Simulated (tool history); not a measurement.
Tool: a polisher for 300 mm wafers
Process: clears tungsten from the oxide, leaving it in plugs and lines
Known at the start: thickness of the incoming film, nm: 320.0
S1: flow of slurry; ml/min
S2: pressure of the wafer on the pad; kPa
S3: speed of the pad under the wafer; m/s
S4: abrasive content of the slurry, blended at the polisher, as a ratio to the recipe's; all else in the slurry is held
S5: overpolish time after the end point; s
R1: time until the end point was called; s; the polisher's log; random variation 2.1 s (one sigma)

run,hour,S1,S2,S3,S4,S5,R1
1,0,315,24.8,1.06,1,25,76.036
2,5.1,315,24.8,1.06,1,27,78.061
3,13.7,315,20,1.06,1,27,97.321
4,16.1,345,20,1.06,1,27,96.402
5,18.3,345,18.6,1.06,1,27,103.51
6,23.7,345,17.9,1.06,1,27,107.98
7,30.9,345,17.2,1.06,1,27,108.86
8,35.1,345,16.5,1.06,1,27,115.22
9,39.6,345,16.5,1.06,1,27,114
10,42.2,345,15.9,1.06,1,27,120.19

The next listed run, before its measurement:
11,46.4,345,11.7,1.04,1,27,?

R1: 162.39 s

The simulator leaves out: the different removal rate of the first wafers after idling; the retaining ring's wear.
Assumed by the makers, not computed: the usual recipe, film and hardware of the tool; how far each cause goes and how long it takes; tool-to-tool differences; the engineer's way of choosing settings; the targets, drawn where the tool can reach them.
